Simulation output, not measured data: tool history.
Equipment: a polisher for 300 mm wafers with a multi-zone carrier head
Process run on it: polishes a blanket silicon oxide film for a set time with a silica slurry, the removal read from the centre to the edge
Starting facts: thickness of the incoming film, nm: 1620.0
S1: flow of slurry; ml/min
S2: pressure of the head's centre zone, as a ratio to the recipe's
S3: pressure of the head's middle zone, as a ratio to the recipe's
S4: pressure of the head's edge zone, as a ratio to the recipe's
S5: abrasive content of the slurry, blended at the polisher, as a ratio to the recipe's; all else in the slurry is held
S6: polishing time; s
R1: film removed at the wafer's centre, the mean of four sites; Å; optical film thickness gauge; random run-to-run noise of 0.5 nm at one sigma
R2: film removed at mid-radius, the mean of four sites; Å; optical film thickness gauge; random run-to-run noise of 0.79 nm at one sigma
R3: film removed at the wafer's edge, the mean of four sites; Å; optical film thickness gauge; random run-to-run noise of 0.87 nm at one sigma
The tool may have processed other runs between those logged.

run    day   S1    S2    S3    S4    S5  S6      R1      R2      R3
  1  0.000  285  1.00  1.00  1.00  1.00  44  878.32  925.57  940.46
  2  0.046  285  1.00  1.00  0.93  1.00  44  895.18  894.66  917.70
  3  0.279  285  0.98  1.01  0.92  0.90  43  801.42  858.12  833.01
  4  0.492  285  0.98  1.01  0.92  1.00  43  850.67  906.26  866.13
  5  0.638  285  1.07  1.01  0.92  1.00  43  934.30  884.18  873.19
  6  0.833  285  1.04  1.00  0.91  0.90  43  852.01  861.75  855.00
  7  1.075  285  1.04  0.99  0.90  0.80  42  798.34  776.97  789.22
  8  1.338  285  1.01  0.99  0.89  0.75  42  756.57  765.86  749.90
  9  1.488  280  0.98  0.97  0.88  0.70  42  697.96  730.96  721.51
 10  1.783  275  0.96  0.96  0.87  0.70  42  681.50  706.84  714.35
 11  1.850  265  0.94  0.96  0.86  0.70  42  664.22  692.10  728.39
 12  1.975  275  0.93  0.96  0.86  0.65  42  639.88  678.26  691.88
 13  2.092  275  0.92  0.96  0.86  0.65  42  633.81  680.07  697.19

Run 14, settings as shown, results not yet in. Your forecast:
 14  2.454  275  0.92  0.96  0.85  0.65  42   ?   ?   ?

{"run 14": {"R1": 625.23, "R2": 696.81, "R3": 682.52}}

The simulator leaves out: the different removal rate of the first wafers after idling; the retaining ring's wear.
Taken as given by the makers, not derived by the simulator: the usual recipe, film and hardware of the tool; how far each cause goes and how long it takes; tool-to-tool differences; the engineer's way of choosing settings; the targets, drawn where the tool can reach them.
